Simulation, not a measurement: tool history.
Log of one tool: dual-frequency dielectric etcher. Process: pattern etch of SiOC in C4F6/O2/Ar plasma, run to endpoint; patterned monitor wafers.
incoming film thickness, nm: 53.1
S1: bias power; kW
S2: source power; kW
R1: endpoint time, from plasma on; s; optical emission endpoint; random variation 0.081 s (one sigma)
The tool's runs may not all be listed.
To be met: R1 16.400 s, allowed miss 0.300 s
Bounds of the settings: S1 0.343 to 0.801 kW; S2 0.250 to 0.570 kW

run    day     S1     S2      R1
  1  0.000  0.572  0.410  17.728
  2  0.308  0.586  0.410  17.632
  3  0.629  0.600  0.410  17.530
  4  0.900  0.614  0.410  17.539
  5  0.962  0.629  0.410  17.190
  6  1.029  0.629  0.370  17.742
  7  1.075  0.645  0.370  17.679
  8  1.312  0.661  0.370  17.507

Which of these 5 next moves meets every target?
  A  1.550  0.549  0.370   ?
  B  1.550  0.575  0.330   ?
  C  1.550  0.616  0.320   ?
  D  1.550  0.598  0.390   ?
  E  1.550  0.735  0.410   ?

move      R1
   A  18.665
   B  19.104
   C  18.833
   D  17.776
   E  16.203
A: further off than the last run
B: further off than the last run
C: further off than the last run
D: further off than the last run
E: meets every target
The right move is E.
